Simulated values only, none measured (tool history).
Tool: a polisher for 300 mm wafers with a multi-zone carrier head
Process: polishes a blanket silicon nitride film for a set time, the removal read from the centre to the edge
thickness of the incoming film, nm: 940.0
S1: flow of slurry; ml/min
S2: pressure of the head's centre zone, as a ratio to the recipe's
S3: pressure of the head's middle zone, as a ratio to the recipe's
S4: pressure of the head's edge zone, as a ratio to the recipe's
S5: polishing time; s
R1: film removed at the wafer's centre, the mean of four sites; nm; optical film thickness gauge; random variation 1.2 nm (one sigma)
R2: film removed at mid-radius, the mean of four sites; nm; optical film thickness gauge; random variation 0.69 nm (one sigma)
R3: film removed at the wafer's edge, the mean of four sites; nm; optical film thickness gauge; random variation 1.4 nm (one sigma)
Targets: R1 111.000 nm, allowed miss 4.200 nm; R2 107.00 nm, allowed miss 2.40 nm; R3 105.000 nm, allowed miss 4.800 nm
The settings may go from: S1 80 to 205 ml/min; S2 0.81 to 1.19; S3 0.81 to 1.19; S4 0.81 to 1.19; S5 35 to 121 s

| run | hour | S1 | S2 | S3 | S4 | S5 | R1 | R2 | R3 |
|---|---|---|---|---|---|---|---|---|---|
| 1 | 0.0 | 135 | 1.00 | 1.00 | 1.00 | 78 | 145.260 | 142.18 | 150.580 |
| 2 | 8.8 | 135 | 1.00 | 1.00 | 0.97 | 75 | 139.520 | 136.21 | 144.050 |
| 3 | 10.9 | 135 | 1.01 | 1.01 | 0.95 | 72 | 134.890 | 131.99 | 136.270 |
| 4 | 17.3 | 130 | 1.01 | 1.01 | 0.93 | 70 | 131.490 | 127.51 | 128.920 |
| 5 | 21.6 | 160 | 1.01 | 1.01 | 0.93 | 70 | 136.120 | 132.13 | 130.530 |
| 6 | 28.0 | 160 | 1.01 | 1.07 | 0.93 | 70 | 136.390 | 138.70 | 133.720 |
| 7 | 32.0 | 160 | 1.00 | 1.04 | 0.91 | 68 | 130.690 | 132.74 | 125.320 |
| 8 | 36.3 | 155 | 0.99 | 1.01 | 0.90 | 67 | 130.280 | 126.29 | 122.150 |
| 9 | 42.5 | 150 | 0.97 | 1.00 | 0.89 | 66 | 120.080 | 123.89 | 122.820 |
| 10 | 47.2 | 145 | 0.97 | 0.99 | 0.88 | 65 | 117.950 | 118.72 | 119.680 |
| 11 | 51.6 | 145 | 0.98 | 0.99 | 0.87 | 64 | 119.830 | 116.99 | 115.270 |

Which of these 5 next moves meets every target?
| A | 56.0 | 105 | 1.06 | 1.06 | 0.92 | 59 | ? | ? | ? |
| B | 56.0 | 125 | 0.87 | 0.96 | 0.92 | 65 | ? | ? | ? |
| C | 56.0 | 130 | 1.03 | 0.88 | 0.93 | 69 | ? | ? | ? |
| D | 56.0 | 180 | 1.04 | 1.18 | 0.81 | 58 | ? | ? | ? |
| E | 56.0 | 145 | 0.97 | 1.00 | 0.81 | 55 | ? | ? | ? |

| move | R1 | R2 | R3 |
|---|---|---|---|
| A | 108.670 | 106.81 | 105.270 |
| B | 102.100 | 113.92 | 119.010 |
| C | 129.520 | 114.80 | 127.770 |
| D | 117.120 | 124.98 | 104.380 |
| E | 99.448 | 101.83 | 96.708 |
A: meets every target
B: nearer than the last run, and not there yet
C: further off than the last run
D: further off than the last run
E: takes the result that was furthest off past its target
Answer: A
